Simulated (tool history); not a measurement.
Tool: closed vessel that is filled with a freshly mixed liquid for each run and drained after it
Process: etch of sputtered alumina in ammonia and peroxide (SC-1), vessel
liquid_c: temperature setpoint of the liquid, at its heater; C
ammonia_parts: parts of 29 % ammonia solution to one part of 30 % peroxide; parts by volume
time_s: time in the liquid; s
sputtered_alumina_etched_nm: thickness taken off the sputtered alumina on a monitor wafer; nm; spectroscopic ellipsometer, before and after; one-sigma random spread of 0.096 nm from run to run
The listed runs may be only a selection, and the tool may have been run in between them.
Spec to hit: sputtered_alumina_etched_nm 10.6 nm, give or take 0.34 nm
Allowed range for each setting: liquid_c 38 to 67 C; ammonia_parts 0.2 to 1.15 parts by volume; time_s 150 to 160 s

run,hour,liquid_c,ammonia_parts,time_s,sputtered_alumina_etched_nm
1,0,51,0.65,150,8.5128
2,1.6,52,0.65,150,9.0351
3,6.7,52.5,0.65,150,9.167
4,12.7,52.5,0.85,150,9.2807
5,19.8,53,0.85,150,9.7644
# hour 23.8: thermometer replaced
6,23.8,53.5,0.85,150,8.9741
7,26.3,54.5,0.85,150,9.4622
8,28.7,55.5,0.85,150,10.167

Of the 5 settings listed for the next run, only one would bring every result within its allowed miss of target. Which one?
A,31.1,55,0.7,155,?
B,31.1,57,0.95,155,?
C,31.1,57,0.85,160,?
D,31.1,54.5,0.75,155,?
E,31.1,55,0.9,160,?

move,sputtered_alumina_etched_nm
A,9.8906
B,11.313
C,11.556
D,9.6941
E,10.456
A: the biggest miss grows against the last run
B: carries the result that was furthest off beyond its target, to the other side
C: carries the result that was furthest off beyond its target, to the other side
D: the biggest miss grows against the last run
E: hits every target within its allowed miss
The right move is E.

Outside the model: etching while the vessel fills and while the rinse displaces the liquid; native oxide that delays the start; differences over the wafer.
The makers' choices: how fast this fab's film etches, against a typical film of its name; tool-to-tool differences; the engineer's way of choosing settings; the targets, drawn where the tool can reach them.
